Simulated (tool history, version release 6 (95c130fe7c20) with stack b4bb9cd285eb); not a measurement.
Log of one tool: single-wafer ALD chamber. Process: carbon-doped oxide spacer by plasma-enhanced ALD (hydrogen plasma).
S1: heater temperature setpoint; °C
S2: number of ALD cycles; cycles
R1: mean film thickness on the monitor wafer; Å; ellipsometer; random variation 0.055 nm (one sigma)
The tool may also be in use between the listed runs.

| run | hour | S1 | S2 | R1 |
|---|---|---|---|---|
| 1 | 0 | 380 | 604 | 279.5 |
| 2 | 2.8 | 370 | 604 | 277.58 |
| 3 | 8.4 | 370 | 562 | 259.18 |
| 4 | 10 | 364 | 562 | 259.51 |
| 5 | 12.1 | 369 | 562 | 259.38 |
| 6 | 15 | 359 | 562 | 260.67 |
| 7 | 21.6 | 359 | 533 | 245.91 |

Run 8 comes next. What will it give?
| 8 | 30 | 359 | 517 | ? |

Run 8 gave R1 238.95 Å.

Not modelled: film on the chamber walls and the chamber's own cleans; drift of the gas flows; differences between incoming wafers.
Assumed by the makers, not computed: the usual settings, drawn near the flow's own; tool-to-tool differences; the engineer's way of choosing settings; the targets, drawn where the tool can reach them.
